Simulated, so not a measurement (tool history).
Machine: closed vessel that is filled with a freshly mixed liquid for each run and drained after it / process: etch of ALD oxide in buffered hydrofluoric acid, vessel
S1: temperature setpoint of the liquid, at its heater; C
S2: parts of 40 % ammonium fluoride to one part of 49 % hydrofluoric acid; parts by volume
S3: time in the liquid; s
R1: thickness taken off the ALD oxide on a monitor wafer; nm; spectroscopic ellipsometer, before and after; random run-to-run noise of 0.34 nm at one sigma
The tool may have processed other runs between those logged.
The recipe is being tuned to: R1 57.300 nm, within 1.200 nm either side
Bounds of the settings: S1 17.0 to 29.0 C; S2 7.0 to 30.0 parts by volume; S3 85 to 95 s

run  hour    S1    S2  S3      R1
  1   0.0  21.0  19.0  85  75.305
  2   8.8  21.0  19.0  85  74.920
  3  10.2  20.0  19.5  85  68.600
  4  14.5  19.0  19.5  85  65.457
  5  22.6  20.5  19.5  85  70.326
  6  28.3  19.0  19.5  85  65.990
  7  37.1  18.5  20.0  85  61.577
  8  39.1  18.0  20.0  85  60.884
  9  47.6  17.5  20.0  85  58.743

Consider the 4 candidate settings below. Which is the only one whose results all fall within their allowed miss of target?
  A  56.1  17.5  22.0  95   ?
  B  56.1  17.0  20.0  95   ?
  C  56.1  17.5  22.5  90   ?
  D  56.1  18.5  21.0  85   ?

move      R1
   A  61.157
   B  63.477
   C  57.045
   D  59.816
A: further off than the last run
B: further off than the last run
C: in spec on every target
D: further off than the last run
C meets every target.

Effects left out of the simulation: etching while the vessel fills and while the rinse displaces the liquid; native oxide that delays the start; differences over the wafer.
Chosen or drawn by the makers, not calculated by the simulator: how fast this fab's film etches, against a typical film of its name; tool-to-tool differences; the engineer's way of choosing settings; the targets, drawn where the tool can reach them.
